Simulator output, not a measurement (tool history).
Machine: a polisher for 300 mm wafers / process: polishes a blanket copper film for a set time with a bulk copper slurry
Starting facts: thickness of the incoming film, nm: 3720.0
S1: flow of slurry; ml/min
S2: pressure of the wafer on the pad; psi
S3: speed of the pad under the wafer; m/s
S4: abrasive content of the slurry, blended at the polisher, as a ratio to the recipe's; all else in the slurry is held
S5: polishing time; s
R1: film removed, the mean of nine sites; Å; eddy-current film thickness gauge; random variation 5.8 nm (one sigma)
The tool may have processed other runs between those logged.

run,hour,S1,S2,S3,S4,S5,R1
1,0.0,315,2.1,1.04,1.0,97,6295.9
2,2.5,315,2.4,1.04,1.0,97,6812.5
3,3.4,315,2.4,1.04,1.0,102,7380.1
4,6.7,315,2.1,1.02,1.0,102,6490.6
5,13.2,315,1.7,1.02,1.0,102,5543.1
6,21.0,315,1.7,1.02,0.9,102,5402.9
7,29.3,315,1.6,1.02,0.9,102,5183.9

Predict the results of run 8:
8,37.9,315,1.5,1.02,0.9,102,?

R1: 5048.2 Å
